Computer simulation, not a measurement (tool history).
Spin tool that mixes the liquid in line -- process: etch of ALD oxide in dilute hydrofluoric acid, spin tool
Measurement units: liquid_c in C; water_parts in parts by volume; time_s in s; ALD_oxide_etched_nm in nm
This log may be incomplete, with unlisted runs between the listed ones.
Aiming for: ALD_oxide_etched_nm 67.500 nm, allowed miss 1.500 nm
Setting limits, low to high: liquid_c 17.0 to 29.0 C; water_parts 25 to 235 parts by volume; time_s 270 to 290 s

run  hour  liquid_c  water_parts  time_s  ALD_oxide_etched_nm
  1   0.0      21.0          130     270               31.083
  2   1.4      23.0          115     270               38.406
  3   2.7      24.5          105     270               45.364
  4   6.6      25.5          100     270               50.238
  5  13.4      22.5          100     270               44.679
  6  18.1      24.0          100     270               46.564
  7  25.2      28.0           70     270               82.125
  8  26.7      24.5           70     270               71.148

Of the 5 settings listed for the next run, only one would bring every result within its allowed miss of target. Which one?
  A  28.2      25.5           80     270                    ?
  B  28.2      23.0           70     290                    ?
  C  28.2      25.0           80     290                    ?
  D  28.2      23.5           75     270                    ?
  E  28.2      24.5           70     285                    ?

move  ALD_oxide_etched_nm
   A               64.171
   B               72.147
   C               67.568
   D               63.581
   E               75.356
A: takes the biggest miss from the last run beyond its target
B: misses by more than the last run did
C: in spec on every target
D: takes the biggest miss from the last run beyond its target
E: misses by more than the last run did
The move that meets every target is C.
